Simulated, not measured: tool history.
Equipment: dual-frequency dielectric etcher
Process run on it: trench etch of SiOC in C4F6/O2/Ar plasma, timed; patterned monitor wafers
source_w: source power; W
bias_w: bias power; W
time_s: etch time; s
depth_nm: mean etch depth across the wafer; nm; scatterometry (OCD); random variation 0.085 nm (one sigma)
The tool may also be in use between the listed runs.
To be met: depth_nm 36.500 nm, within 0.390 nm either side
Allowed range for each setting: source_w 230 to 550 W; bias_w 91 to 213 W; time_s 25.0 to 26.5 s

{"run": 1, "hour": 0.0, "source_w": 390, "bias_w": 152, "time_s": 25.0, "depth_nm": 45.384}
{"run": 2, "hour": 3.4, "source_w": 370, "bias_w": 148, "time_s": 25.0, "depth_nm": 43.941}
{"run": 3, "hour": 5.1, "source_w": 350, "bias_w": 146, "time_s": 25.0, "depth_nm": 42.684}
{"run": 4, "hour": 10.7, "source_w": 350, "bias_w": 146, "time_s": 26.5, "depth_nm": 45.368}
{"run": 5, "hour": 16.7, "source_w": 380, "bias_w": 146, "time_s": 26.5, "depth_nm": 47.214}
{"run": 6, "hour": 20.3, "source_w": 380, "bias_w": 129, "time_s": 26.5, "depth_nm": 45.937}
{"run": 7, "hour": 27.3, "source_w": 360, "bias_w": 126, "time_s": 26.5, "depth_nm": 44.518}
{"run": 8, "hour": 33.8, "source_w": 340, "bias_w": 123, "time_s": 26.5, "depth_nm": 43.234}
{"run": 9, "hour": 42.5, "source_w": 330, "bias_w": 120, "time_s": 26.5, "depth_nm": 42.482}
{"run": 10, "hour": 47.4, "source_w": 330, "bias_w": 120, "time_s": 26.5, "depth_nm": 42.399}
{"run": 11, "hour": 55.1, "source_w": 320, "bias_w": 118, "time_s": 26.5, "depth_nm": 41.84}
{"run": 12, "hour": 60.2, "source_w": 310, "bias_w": 116, "time_s": 26.5, "depth_nm": 40.908}
{"run": 13, "hour": 66.5, "source_w": 300, "bias_w": 115, "time_s": 26.5, "depth_nm": 40.465}
{"run": 14, "hour": 68.1, "source_w": 290, "bias_w": 114, "time_s": 26.5, "depth_nm": 39.745}
{"run": 15, "hour": 75.8, "source_w": 280, "bias_w": 113, "time_s": 26.5, "depth_nm": 38.883}

Consider the 5 candidate settings below. Which is the only one whose results all fall within their allowed miss of target?
{"run": "A", "hour": 83.5, "source_w": 250, "bias_w": 115, "time_s": 26.5, "depth_nm": "?"}
{"run": "B", "hour": 83.5, "source_w": 270, "bias_w": 97, "time_s": 26.0, "depth_nm": "?"}
{"run": "C", "hour": 83.5, "source_w": 310, "bias_w": 125, "time_s": 26.5, "depth_nm": "?"}
{"run": "D", "hour": 83.5, "source_w": 300, "bias_w": 107, "time_s": 25.5, "depth_nm": "?"}
{"run": "E", "hour": 83.5, "source_w": 240, "bias_w": 114, "time_s": 26.0, "depth_nm": "?"}

move=A depth_nm=37.204
move=B depth_nm=36.469
move=C depth_nm=41.694
move=D depth_nm=38.247
move=E depth_nm=35.767
A: moves toward the targets from the last run without getting all of them in spec
B: every result lands within tolerance
C: its largest miss is bigger than the last run's
D: moves toward the targets from the last run without getting all of them in spec
E: moves the result that the last run missed by most past its target, out the other side
Move B is the one to make.

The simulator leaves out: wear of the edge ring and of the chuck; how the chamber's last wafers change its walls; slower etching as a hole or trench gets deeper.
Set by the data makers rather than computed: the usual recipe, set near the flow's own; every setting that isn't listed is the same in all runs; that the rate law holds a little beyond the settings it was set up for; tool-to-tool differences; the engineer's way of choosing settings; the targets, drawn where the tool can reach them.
